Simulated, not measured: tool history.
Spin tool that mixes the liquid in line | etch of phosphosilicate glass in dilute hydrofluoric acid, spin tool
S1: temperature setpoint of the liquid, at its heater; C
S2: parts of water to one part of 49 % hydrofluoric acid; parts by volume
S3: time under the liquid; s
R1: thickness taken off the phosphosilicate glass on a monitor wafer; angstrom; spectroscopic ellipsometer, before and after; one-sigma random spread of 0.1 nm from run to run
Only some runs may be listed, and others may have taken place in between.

run	day	S1	S2	S3	R1
1	0.000	24.0	220	45	171.99
2	0.183	21.5	220	45	156.55
3	0.433	21.5	145	45	254.34
4	0.533	20.5	165	45	210.04
5	0.650	20.5	225	45	144.76
6	0.979	20.0	225	45	142.28
7	1.162	19.5	225	45	138.49

Run 8 is up next; what results do you expect?
8	1.467	19.0	225	45	?

R1: 136.39 angstrom

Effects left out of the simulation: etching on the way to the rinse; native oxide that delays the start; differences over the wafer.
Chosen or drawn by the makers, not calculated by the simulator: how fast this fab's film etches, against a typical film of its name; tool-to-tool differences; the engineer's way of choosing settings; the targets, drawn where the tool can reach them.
